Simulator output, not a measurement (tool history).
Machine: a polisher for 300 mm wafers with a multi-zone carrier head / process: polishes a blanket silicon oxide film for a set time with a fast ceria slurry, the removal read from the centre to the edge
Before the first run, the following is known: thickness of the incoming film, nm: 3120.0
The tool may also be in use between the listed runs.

| run | hour | flow of slurry (ml/min) | pressure of the head's centre zone | pressure of the head's middle zone | pressure of the head's edge zone | polishing time (s) | film removed at the wafer's centre (Å) | film removed at mid-radius (Å) | film removed at the wafer's edge (Å) |
|---|---|---|---|---|---|---|---|---|---|
| 1 | 0 | 185 | 1 | 1 | 1 | 65 | 11879 | 10822 | 10713 |
| 2 | 4.4 | 185 | 1 | 1 | 1 | 55 | 10058 | 9069.4 | 9214.9 |
| 3 | 11.2 | 195 | 0.97 | 1.03 | 1.03 | 59 | 10856 | 10070 | 10095 |
| 4 | 16.9 | 165 | 0.97 | 1.03 | 1.03 | 59 | 10417 | 9922.5 | 9750.6 |
| 5 | 18.4 | 165 | 0.91 | 1.03 | 1.03 | 59 | 9780.5 | 9755.8 | 9874.9 |
| 6 | 25.5 | 155 | 0.89 | 1.06 | 1.04 | 63 | 10037 | 10788 | 10415 |
|  | 33.9 | centre zone pressure recalibrated |
| 7 | 33.9 | 165 | 0.88 | 1.08 | 1.06 | 65 | 9317.4 | 11315 | 10854 |
| 8 | 40.2 | 165 | 0.88 | 1.08 | 1.06 | 65 | 9289.3 | 11372 | 10996 |
| 9 | 41.2 | 175 | 0.92 | 1.09 | 1.07 | 67 | 10149 | 11923 | 11436 |
| 10 | 43.8 | 185 | 0.94 | 1.11 | 1.08 | 69 | 10764 | 12591 | 11875 |
| 11 | 51.3 | 195 | 0.95 | 1.12 | 1.09 | 71 | 11350 | 12936 | 12365 |

Run 12 is up next; what results do you expect?
| 12 | 58.5 | 200 | 0.95 | 1.13 | 1.09 | 73 | ? | ? | ? |

film removed at the wafer's centre (Å): 11746
film removed at mid-radius (Å): 13651
film removed at the wafer's edge (Å): 12749
